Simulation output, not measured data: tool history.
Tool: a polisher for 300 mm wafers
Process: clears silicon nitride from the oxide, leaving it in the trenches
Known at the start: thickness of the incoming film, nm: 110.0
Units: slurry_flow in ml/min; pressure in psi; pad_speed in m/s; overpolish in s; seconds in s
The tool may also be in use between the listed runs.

run 1 hour=0.0 | slurry_flow=320 pressure=3.4 pad_speed=1.18 overpolish=4 | seconds=113.890
run 2 hour=8.1 | slurry_flow=320 pressure=2.6 pad_speed=1.18 overpolish=4 | seconds=146.730
run 3 hour=15.1 | slurry_flow=320 pressure=3.4 pad_speed=1.18 overpolish=4 | seconds=115.250
run 4 hour=23.1 | slurry_flow=320 pressure=3.8 pad_speed=1.18 overpolish=4 | seconds=100.910
run 5 hour=25.0 | slurry_flow=275 pressure=3.8 pad_speed=1.18 overpolish=4 | seconds=102.560
run 6 hour=33.5 | slurry_flow=275 pressure=4.6 pad_speed=1.18 overpolish=4 | seconds=85.570
run 7 hour=39.0 | slurry_flow=275 pressure=4.8 pad_speed=1.20 overpolish=4 | seconds=79.966

Forecast run 8:
run 8 hour=40.5 | slurry_flow=275 pressure=4.9 pad_speed=1.20 overpolish=4 | seconds=?

{"run 8": {"seconds": 80.739}}
